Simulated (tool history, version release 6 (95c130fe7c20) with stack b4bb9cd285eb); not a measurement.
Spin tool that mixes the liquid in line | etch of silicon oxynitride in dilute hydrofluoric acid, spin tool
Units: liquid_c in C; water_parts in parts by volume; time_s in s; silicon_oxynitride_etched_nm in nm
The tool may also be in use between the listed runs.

run 1 hour=0 | liquid_c=22 water_parts=185 time_s=85 | silicon_oxynitride_etched_nm=0.51845
run 2 hour=4.9 | liquid_c=20 water_parts=185 time_s=85 | silicon_oxynitride_etched_nm=0.47375
run 3 hour=10.5 | liquid_c=20 water_parts=185 time_s=85 | silicon_oxynitride_etched_nm=0.4657
run 4 hour=13 | liquid_c=19.5 water_parts=190 time_s=85 | silicon_oxynitride_etched_nm=0.44788
run 5 hour=15.8 | liquid_c=22.5 water_parts=190 time_s=85 | silicon_oxynitride_etched_nm=0.51388
run 6 hour=17.6 | liquid_c=22 water_parts=200 time_s=85 | silicon_oxynitride_etched_nm=0.47537
run 7 hour=26.1 | liquid_c=21.5 water_parts=205 time_s=85 | silicon_oxynitride_etched_nm=0.4519
run 8 hour=30.8 | liquid_c=21 water_parts=210 time_s=85 | silicon_oxynitride_etched_nm=0.42812

The next listed run, before its measurement:
run 9 hour=32.2 | liquid_c=20.5 water_parts=215 time_s=85 | silicon_oxynitride_etched_nm=?

silicon_oxynitride_etched_nm: 0.4135 nm

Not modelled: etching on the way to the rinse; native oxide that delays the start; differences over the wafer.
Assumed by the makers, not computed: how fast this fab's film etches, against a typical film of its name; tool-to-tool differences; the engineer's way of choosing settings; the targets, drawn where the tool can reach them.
